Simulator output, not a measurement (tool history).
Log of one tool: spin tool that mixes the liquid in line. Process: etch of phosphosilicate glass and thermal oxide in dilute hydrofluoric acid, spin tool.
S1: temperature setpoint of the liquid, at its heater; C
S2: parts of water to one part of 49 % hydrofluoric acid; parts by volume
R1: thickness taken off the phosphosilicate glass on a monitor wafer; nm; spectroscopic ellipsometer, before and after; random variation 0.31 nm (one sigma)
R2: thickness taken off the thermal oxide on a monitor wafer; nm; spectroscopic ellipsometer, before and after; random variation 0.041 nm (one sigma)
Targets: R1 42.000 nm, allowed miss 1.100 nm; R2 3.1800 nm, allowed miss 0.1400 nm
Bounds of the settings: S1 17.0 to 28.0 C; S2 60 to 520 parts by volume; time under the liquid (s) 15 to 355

Run 1, hour 0.0: S1 20.0 C, S2 290 parts by volume, time under the liquid (s) 180. Result: R1 28.963 nm, R2 2.1509 nm.
Run 2, hour 8.8: S1 23.0 C, S2 290 parts by volume, time under the liquid (s) 180. Result: R1 32.601 nm, R2 2.3667 nm.
Run 3, hour 12.1: S1 23.0 C, S2 210 parts by volume, time under the liquid (s) 180. Result: R1 47.728 nm, R2 3.5824 nm.
Run 4, hour 13.0: S1 22.5 C, S2 210 parts by volume, time under the liquid (s) 180. Result: R1 47.364 nm, R2 3.6051 nm.
Run 5, hour 17.3: S1 22.5 C, S2 285 parts by volume, time under the liquid (s) 180. Result: R1 32.386 nm, R2 2.3766 nm.
Run 6, hour 24.0: S1 23.0 C, S2 280 parts by volume, time under the liquid (s) 180. Result: R1 33.439 nm, R2 2.5180 nm.
Run 7, hour 28.4: S1 23.5 C, S2 275 parts by volume, time under the liquid (s) 180. Result: R1 34.472 nm, R2 2.6259 nm.
Run 8, hour 35.5: S1 23.5 C, S2 270 parts by volume, time under the liquid (s) 180. Result: R1 35.992 nm, R2 2.7562 nm.

5 next moves are on the table. One of them brings every result within its allowed miss. Which?
Run A, hour 42.6: S1 17.0 C, S2 210 parts by volume, time under the liquid (s) 160. Result: R1 ?, R2 ?.
Run B, hour 42.6: S1 22.5 C, S2 260 parts by volume, time under the liquid (s) 190. Result: R1 ?, R2 ?.
Run C, hour 42.6: S1 28.0 C, S2 345 parts by volume, time under the liquid (s) 225. Result: R1 ?, R2 ?.
Run D, hour 42.6: S1 18.5 C, S2 285 parts by volume, time under the liquid (s) 210. Result: R1 ?, R2 ?.
Run E, hour 42.6: S1 20.5 C, S2 300 parts by volume, time under the liquid (s) 270. Result: R1 ?, R2 ?.

move      R1      R2
   A  34.519  2.5830
   B  38.917  2.9121
   C  38.506  2.8813
   D  33.090  2.4760
   E  42.935  3.2127
A: further off than the last run
B: nearer than the last run, and not there yet
C: nearer than the last run, and not there yet
D: further off than the last run
E: meets every target
Answer: E

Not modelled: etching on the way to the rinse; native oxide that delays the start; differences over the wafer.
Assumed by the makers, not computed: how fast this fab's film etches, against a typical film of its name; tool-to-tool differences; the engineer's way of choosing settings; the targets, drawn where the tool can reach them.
